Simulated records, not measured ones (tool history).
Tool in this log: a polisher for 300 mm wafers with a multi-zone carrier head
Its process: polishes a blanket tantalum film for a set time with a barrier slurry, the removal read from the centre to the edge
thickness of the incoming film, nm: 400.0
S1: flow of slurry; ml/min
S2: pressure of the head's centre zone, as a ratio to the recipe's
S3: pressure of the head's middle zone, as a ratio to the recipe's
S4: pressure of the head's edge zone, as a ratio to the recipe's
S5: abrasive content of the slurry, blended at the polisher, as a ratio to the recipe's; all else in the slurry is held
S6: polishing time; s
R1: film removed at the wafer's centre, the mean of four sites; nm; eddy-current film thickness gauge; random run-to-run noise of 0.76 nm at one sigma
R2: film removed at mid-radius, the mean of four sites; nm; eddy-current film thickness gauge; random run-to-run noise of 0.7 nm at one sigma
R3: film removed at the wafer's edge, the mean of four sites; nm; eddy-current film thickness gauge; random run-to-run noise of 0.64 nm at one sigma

run,hour,S1,S2,S3,S4,S5,S6,R1,R2,R3
1,0,155,1,1,1,1,49,74.135,75.811,74.693
2,1.7,145,1.01,0.97,0.97,0.95,49,71.277,70.102,70.956
3,8.7,145,1.01,0.97,0.97,0.95,37,55.732,54.371,54.412
4,14.8,165,1.03,0.97,1.01,0.95,37,58.624,54.391,56.443
5,20.3,165,1.03,0.97,1.01,0.75,37,50.828,47.543,49.381
6,27.4,170,1.05,0.99,1.04,0.85,37,55.642,52.447,54.28

Run 7 comes next. What will it give?
7,28.6,180,1.09,1.01,1.07,0.9,37,?,?,?

{"run 7": {"R1": 60.848, "R2": 56.277, "R3": 57.375}}

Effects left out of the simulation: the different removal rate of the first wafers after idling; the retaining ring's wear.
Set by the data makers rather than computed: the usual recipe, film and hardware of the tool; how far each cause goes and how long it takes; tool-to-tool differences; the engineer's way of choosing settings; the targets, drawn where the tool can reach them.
